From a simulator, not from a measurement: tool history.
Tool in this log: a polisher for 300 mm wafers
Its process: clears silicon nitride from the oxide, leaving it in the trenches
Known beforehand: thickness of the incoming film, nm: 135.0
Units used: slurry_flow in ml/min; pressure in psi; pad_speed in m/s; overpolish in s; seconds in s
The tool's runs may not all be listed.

| run | hour | slurry_flow | pressure | pad_speed | overpolish | seconds |
|---|---|---|---|---|---|---|
| 1 | 0.0 | 175 | 2.3 | 1.12 | 41 | 193.04 |
| 2 | 2.2 | 175 | 2.1 | 1.12 | 41 | 208.50 |
| 3 | 4.6 | 155 | 2.1 | 1.12 | 41 | 209.07 |
| 4 | 12.2 | 155 | 2.0 | 1.12 | 41 | 226.24 |
| 5 | 14.6 | 155 | 1.9 | 1.12 | 41 | 234.88 |
| 6 | 17.7 | 155 | 1.9 | 1.32 | 41 | 199.22 |
| 7 | 22.1 | 155 | 1.8 | 1.32 | 41 | 213.00 |

Run 8 has not been measured yet. What should we expect?
| 8 | 29.8 | 155 | 1.7 | 1.32 | 41 | ? |

Run 8 yielded seconds 224.74 s.
